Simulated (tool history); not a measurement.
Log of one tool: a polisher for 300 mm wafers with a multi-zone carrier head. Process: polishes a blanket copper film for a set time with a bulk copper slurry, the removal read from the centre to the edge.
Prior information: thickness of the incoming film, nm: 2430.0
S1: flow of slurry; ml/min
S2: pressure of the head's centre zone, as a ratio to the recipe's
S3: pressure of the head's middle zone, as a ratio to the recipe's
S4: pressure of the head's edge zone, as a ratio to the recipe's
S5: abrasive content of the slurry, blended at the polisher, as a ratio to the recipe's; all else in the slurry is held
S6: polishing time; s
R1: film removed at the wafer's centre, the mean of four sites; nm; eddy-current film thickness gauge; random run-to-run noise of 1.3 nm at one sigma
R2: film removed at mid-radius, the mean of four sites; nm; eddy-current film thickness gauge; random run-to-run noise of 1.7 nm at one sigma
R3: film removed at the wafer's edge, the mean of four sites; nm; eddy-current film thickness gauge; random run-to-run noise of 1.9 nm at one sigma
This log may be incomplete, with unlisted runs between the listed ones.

| run | hour | S1 | S2 | S3 | S4 | S5 | S6 | R1 | R2 | R3 |
|---|---|---|---|---|---|---|---|---|---|---|
| 1 | 0 | 140 | 1 | 1 | 1 | 1 | 40 | 223.05 | 222.7 | 219.3 |
| 2 | 2.3 | 140 | 1.02 | 0.98 | 0.97 | 0.9 | 38 | 209.47 | 205.15 | 207.77 |
| 3 | 2.9 | 145 | 1.05 | 0.98 | 0.94 | 0.9 | 34 | 196.6 | 185.73 | 181.59 |
| 4 | 8.3 | 145 | 1.05 | 0.98 | 0.94 | 1.05 | 34 | 200.23 | 191.69 | 187.13 |
| 5 | 14 | 145 | 1.07 | 0.97 | 0.93 | 0.95 | 32 | 190.11 | 173.1 | 171.94 |
| 6 | 22.2 | 145 | 1.08 | 0.97 | 0.91 | 0.9 | 31 | 182.24 | 164.9 | 162.37 |
| 7 | 28 | 140 | 1.09 | 0.97 | 0.89 | 0.85 | 31 | 180.85 | 162.17 | 154.05 |
| 8 | 32.9 | 135 | 1.09 | 0.95 | 0.88 | 0.8 | 31 | 176.14 | 154.75 | 151.55 |
| 9 | 36.6 | 130 | 1.09 | 0.94 | 0.87 | 0.75 | 31 | 170.97 | 148.6 | 150.18 |
| 10 | 40.1 | 125 | 1.1 | 0.94 | 0.86 | 0.7 | 31 | 170.07 | 148.2 | 147.31 |

The next listed run, before its measurement:
| 11 | 41.8 | 110 | 1.14 | 0.9 | 0.81 | 0.5 | 28 | ? | ? | ? |

Run 11 yielded R1 142.71 nm, R2 114.71 nm, R3 115.15 nm.
